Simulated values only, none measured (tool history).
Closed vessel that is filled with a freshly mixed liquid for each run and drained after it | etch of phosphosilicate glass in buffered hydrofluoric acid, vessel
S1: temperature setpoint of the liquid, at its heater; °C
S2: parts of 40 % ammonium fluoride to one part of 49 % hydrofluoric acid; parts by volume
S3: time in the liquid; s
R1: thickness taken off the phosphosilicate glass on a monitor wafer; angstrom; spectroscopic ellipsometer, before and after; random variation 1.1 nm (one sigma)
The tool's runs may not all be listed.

run,hour,S1,S2,S3,R1
1,0,25,21,30,1099.5
2,2.7,26.5,18.5,30,1343.7
3,10.2,27.5,16.5,30,1592.8
4,15.6,27.5,11.5,30,2262.2
5,17.7,27.5,9,30,2773.9
6,19.9,24,9,30,2280.3
7,21.9,25.5,9,30,2493.5
8,29.3,26.5,9,30,2618.4
9,33.2,27.5,9,30,2777.3
10,42,28,9,30,2855.1
11,46.7,28.5,9,30,2919.9
12,49.1,28.5,9,30,2917.3
13,56.3,29,9,30,3003.6

Run 14 comes next. What will it give?
14,58.2,29.5,9,30,?

Run 14 gave R1 3084.7 angstrom.
